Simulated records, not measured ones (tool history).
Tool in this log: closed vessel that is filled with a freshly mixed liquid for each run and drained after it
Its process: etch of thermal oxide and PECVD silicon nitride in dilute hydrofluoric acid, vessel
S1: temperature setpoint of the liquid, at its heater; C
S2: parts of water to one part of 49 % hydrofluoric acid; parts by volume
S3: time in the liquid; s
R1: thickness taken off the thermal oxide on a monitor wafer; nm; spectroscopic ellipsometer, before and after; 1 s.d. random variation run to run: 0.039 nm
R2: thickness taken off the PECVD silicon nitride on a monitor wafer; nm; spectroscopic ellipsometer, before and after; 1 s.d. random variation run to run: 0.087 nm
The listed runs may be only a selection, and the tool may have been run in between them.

| run | day | S1 | S2 | S3 | R1 | R2 |
|---|---|---|---|---|---|---|
| 1 | 0 | 22 | 175 | 245 | 5.1212 | 5.6245 |
| 2 | 0.271 | 22 | 175 | 350 | 7.2876 | 8.0596 |
| 3 | 0.521 | 23.5 | 175 | 350 | 7.7781 | 8.8478 |
| 4 | 0.888 | 23.5 | 175 | 440 | 9.7434 | 11.036 |
| 5 | 1.133 | 23.5 | 175 | 475 | 10.462 | 12.074 |
| 6 | 1.258 | 23.5 | 175 | 425 | 9.3964 | 10.794 |
| 7 | 1.596 | 22 | 155 | 410 | 9.8179 | 10.776 |
| 8 | 1.617 | 20.5 | 140 | 395 | 10.079 | 10.08 |

What will run 9 give?
| 9 | 1.821 | 19.5 | 135 | 390 | ? | ? |

{"run 9": {"R1": 10.035, "R2": 9.7871}}
